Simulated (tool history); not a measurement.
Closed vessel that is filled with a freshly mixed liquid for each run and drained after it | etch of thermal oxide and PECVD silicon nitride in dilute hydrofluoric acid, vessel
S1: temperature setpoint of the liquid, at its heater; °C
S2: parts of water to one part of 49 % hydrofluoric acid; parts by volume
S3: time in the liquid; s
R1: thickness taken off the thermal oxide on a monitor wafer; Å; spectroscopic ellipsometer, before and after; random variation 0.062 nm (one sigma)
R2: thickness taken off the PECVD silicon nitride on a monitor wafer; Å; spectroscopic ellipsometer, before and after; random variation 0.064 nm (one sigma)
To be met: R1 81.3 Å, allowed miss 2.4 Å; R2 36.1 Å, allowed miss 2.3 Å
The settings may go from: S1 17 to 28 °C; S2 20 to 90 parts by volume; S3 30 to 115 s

| run | hour | S1 | S2 | S3 | R1 | R2 |
|---|---|---|---|---|---|---|
| 1 | 0 | 20 | 50 | 60 | 51.379 | 20.437 |
| 2 | 3.5 | 21.5 | 45 | 60 | 62.574 | 24.61 |
| 3 | 7.9 | 23 | 45 | 60 | 66.344 | 28.166 |
| 4 | 12.8 | 23.5 | 45 | 60 | 67.411 | 28.519 |
| 5 | 18.2 | 26.5 | 45 | 60 | 75.782 | 34.507 |
| 6 | 20.8 | 26.5 | 55 | 60 | 61.276 | 29.045 |
| 7 | 24.6 | 26.5 | 50 | 60 | 68.35 | 32.307 |
| 8 | 31.4 | 26.5 | 45 | 60 | 75.872 | 35.461 |
| 9 | 33.7 | 26 | 45 | 60 | 75.17 | 35.265 |
| 10 | 35 | 25.5 | 45 | 60 | 72.734 | 33.738 |
| 11 | 37.3 | 25 | 45 | 60 | 72.821 | 32.03 |
| 12 | 38.8 | 25.5 | 45 | 60 | 72.664 | 32.966 |

4 next moves are on the table. One of them brings every result within its allowed miss. Which?
| A | 40.3 | 27.5 | 55 | 70 | ? | ? |
| B | 40.3 | 28 | 45 | 55 | ? | ? |
| C | 40.3 | 27 | 45 | 60 | ? | ? |
| D | 40.3 | 26 | 35 | 50 | ? | ? |

| move | R1 | R2 |
|---|---|---|
| A | 73.908 | 36.696 |
| B | 73.468 | 36.305 |
| C | 76.989 | 37.081 |
| D | 80.336 | 36.962 |
A: nearer than the last run, and not there yet
B: nearer than the last run, and not there yet
C: nearer than the last run, and not there yet
D: meets every target
Answer: D

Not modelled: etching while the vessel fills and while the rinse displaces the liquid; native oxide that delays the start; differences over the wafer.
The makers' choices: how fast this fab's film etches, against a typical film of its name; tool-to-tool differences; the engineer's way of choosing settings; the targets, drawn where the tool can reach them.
